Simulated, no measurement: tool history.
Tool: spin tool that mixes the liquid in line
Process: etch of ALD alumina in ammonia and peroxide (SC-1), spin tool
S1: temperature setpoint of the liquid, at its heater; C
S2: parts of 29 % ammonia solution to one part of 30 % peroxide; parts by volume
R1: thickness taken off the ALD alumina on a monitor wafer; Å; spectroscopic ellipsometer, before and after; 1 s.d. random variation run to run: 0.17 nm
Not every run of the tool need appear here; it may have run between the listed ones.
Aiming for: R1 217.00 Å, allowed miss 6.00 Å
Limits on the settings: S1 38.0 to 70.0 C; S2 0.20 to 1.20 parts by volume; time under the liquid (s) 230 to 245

Run 1, hour 0.0: S1 54.0 C, S2 0.90 parts by volume, time under the liquid (s) 230. Result: R1 162.19 Å.
Run 2, hour 4.3: S1 54.0 C, S2 0.90 parts by volume, time under the liquid (s) 230. Result: R1 160.78 Å.
Run 3, hour 12.8: S1 54.0 C, S2 0.90 parts by volume, time under the liquid (s) 230. Result: R1 162.17 Å.
Run 4, hour 13.5: S1 55.5 C, S2 0.90 parts by volume, time under the liquid (s) 230. Result: R1 177.10 Å.
Run 5, hour 21.4: S1 55.5 C, S2 0.70 parts by volume, time under the liquid (s) 230. Result: R1 171.34 Å.
Run 6, hour 28.3: S1 49.0 C, S2 0.70 parts by volume, time under the liquid (s) 230. Result: R1 120.32 Å.
Run 7, hour 33.4: S1 51.5 C, S2 0.70 parts by volume, time under the liquid (s) 230. Result: R1 140.43 Å.
Run 8, hour 35.1: S1 53.5 C, S2 0.70 parts by volume, time under the liquid (s) 230. Result: R1 155.02 Å.
Run 9, hour 36.6: S1 55.0 C, S2 0.70 parts by volume, time under the liquid (s) 230. Result: R1 166.39 Å.
Run 10, hour 44.3: S1 56.0 C, S2 0.70 parts by volume, time under the liquid (s) 230. Result: R1 174.60 Å.
Run 11, hour 47.5: S1 57.0 C, S2 0.70 parts by volume, time under the liquid (s) 230. Result: R1 185.80 Å.
Run 12, hour 51.5: S1 57.5 C, S2 0.70 parts by volume, time under the liquid (s) 230. Result: R1 190.48 Å.

Exercise: of the 5 proposed moves below, exactly one satisfies all targets within the stated allowed misses. Which move is it?
Run A, hour 55.5: S1 55.5 C, S2 0.90 parts by volume, time under the liquid (s) 230. Result: R1 ?.
Run B, hour 55.5: S1 53.5 C, S2 0.85 parts by volume, time under the liquid (s) 230. Result: R1 ?.
Run C, hour 55.5: S1 56.5 C, S2 0.55 parts by volume, time under the liquid (s) 230. Result: R1 ?.
Run D, hour 55.5: S1 59.5 C, S2 0.95 parts by volume, time under the liquid (s) 245. Result: R1 ?.
Run E, hour 55.5: S1 58.0 C, S2 1.00 parts by volume, time under the liquid (s) 245. Result: R1 ?.

move      R1
   A  173.62
   B  155.22
   C  174.68
   D  229.06
   E  212.98
A: moves away from the targets compared with the last run
B: moves away from the targets compared with the last run
C: moves away from the targets compared with the last run
D: the result that was furthest off in the last run now lies on the other side of its target
E: every result within its allowed miss
E is the move that brings every result within its allowed miss.
